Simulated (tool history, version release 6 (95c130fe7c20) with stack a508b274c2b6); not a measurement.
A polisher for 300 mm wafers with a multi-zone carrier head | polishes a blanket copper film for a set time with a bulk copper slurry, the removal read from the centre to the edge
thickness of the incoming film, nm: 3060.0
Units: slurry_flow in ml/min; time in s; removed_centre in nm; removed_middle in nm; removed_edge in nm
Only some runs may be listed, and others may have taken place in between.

{"run": 1, "day": 0.0, "slurry_flow": 195, "centre_zone": 1.0, "middle_zone": 1.0, "edge_zone": 1.0, "slurry_solids": 1.0, "time": 57, "removed_centre": 727.32, "removed_middle": 725.8, "removed_edge": 727.45}
{"run": 2, "day": 0.267, "slurry_flow": 195, "centre_zone": 1.0, "middle_zone": 1.0, "edge_zone": 0.91, "slurry_solids": 1.0, "time": 57, "removed_centre": 730.59, "removed_middle": 710.42, "removed_edge": 714.05}
{"run": 3, "day": 0.375, "slurry_flow": 195, "centre_zone": 1.0, "middle_zone": 1.0, "edge_zone": 0.87, "slurry_solids": 1.0, "time": 57, "removed_centre": 718.45, "removed_middle": 733.73, "removed_edge": 694.96}
{"run": 4, "day": 0.571, "slurry_flow": 195, "centre_zone": 1.0, "middle_zone": 1.09, "edge_zone": 0.87, "slurry_solids": 1.0, "time": 57, "removed_centre": 719.05, "removed_middle": 772.74, "removed_edge": 690.64}
{"run": 5, "day": 0.846, "slurry_flow": 195, "centre_zone": 1.0, "middle_zone": 1.01, "edge_zone": 0.87, "slurry_solids": 1.0, "time": 57, "removed_centre": 725.75, "removed_middle": 746.36, "removed_edge": 709.62}
{"run": 6, "day": 1.125, "slurry_flow": 195, "centre_zone": 1.0, "middle_zone": 1.01, "edge_zone": 0.9, "slurry_solids": 1.0, "time": 57, "removed_centre": 723.41, "removed_middle": 738.85, "removed_edge": 703.93}
{"run": 7, "day": 1.292, "slurry_flow": 205, "centre_zone": 1.01, "middle_zone": 0.99, "edge_zone": 0.93, "slurry_solids": 1.05, "time": 57, "removed_centre": 743.74, "removed_middle": 723.93, "removed_edge": 732.78}
{"run": 8, "day": 1.442, "slurry_flow": 215, "centre_zone": 1.02, "middle_zone": 1.0, "edge_zone": 0.94, "slurry_solids": 1.1, "time": 57, "removed_centre": 763.53, "removed_middle": 744.37, "removed_edge": 741.26}
{"run": 9, "day": 1.683, "slurry_flow": 215, "centre_zone": 1.02, "middle_zone": 1.0, "edge_zone": 0.94, "slurry_solids": 1.1, "time": 57, "removed_centre": 770.8, "removed_middle": 773.31, "removed_edge": 750.45}
{"run": 10, "day": 2.038, "slurry_flow": 220, "centre_zone": 1.03, "middle_zone": 0.98, "edge_zone": 0.95, "slurry_solids": 1.1, "time": 57, "removed_centre": 799.88, "removed_middle": 756.23, "removed_edge": 757.48}

For run 11, what comes out?
{"run": 11, "day": 2.379, "slurry_flow": 225, "centre_zone": 1.03, "middle_zone": 0.97, "edge_zone": 0.96, "slurry_solids": 1.15, "time": 57, "removed_centre": "?", "removed_middle": "?", "removed_edge": "?"}

{"run 11": {"removed_centre": 796.64, "removed_middle": 760.17, "removed_edge": 771.1}}
